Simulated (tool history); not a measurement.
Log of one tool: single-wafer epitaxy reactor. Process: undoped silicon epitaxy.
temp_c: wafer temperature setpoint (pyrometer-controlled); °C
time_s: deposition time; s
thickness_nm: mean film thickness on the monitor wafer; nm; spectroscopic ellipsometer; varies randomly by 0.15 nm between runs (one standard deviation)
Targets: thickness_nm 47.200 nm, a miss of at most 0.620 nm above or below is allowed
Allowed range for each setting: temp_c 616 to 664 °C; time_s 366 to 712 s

run 1 hour=0.0 | temp_c=640 time_s=539 | thickness_nm=65.602
run 2 hour=9.0 | temp_c=635 time_s=539 | thickness_nm=57.381
run 3 hour=15.1 | temp_c=635 time_s=499 | thickness_nm=53.119
run 4 hour=22.7 | temp_c=633 time_s=499 | thickness_nm=50.255
run 5 hour=24.0 | temp_c=633 time_s=431 | thickness_nm=43.690
run 6 hour=32.0 | temp_c=642 time_s=431 | thickness_nm=54.696
run 7 hour=33.3 | temp_c=640 time_s=431 | thickness_nm=52.374
run 8 hour=42.3 | temp_c=639 time_s=431 | thickness_nm=50.814
run 9 hour=51.3 | temp_c=638 time_s=431 | thickness_nm=49.558
run 10 hour=60.1 | temp_c=635 time_s=431 | thickness_nm=45.963

Consider the 4 candidate settings below. Which is the only one whose results all fall within their allowed miss of target?
run A hour=68.9 | temp_c=632 time_s=481 | thickness_nm=?
run B hour=68.9 | temp_c=632 time_s=469 | thickness_nm=?
run C hour=68.9 | temp_c=638 time_s=400 | thickness_nm=?
run D hour=68.9 | temp_c=634 time_s=443 | thickness_nm=?

move=A thickness_nm=47.283
move=B thickness_nm=46.103
move=C thickness_nm=45.878
move=D thickness_nm=45.856
A: every result lands within tolerance
B: better than the last run, though not everything is in spec
C: moves away from the targets compared with the last run
D: moves away from the targets compared with the last run
Move A is the one to make.

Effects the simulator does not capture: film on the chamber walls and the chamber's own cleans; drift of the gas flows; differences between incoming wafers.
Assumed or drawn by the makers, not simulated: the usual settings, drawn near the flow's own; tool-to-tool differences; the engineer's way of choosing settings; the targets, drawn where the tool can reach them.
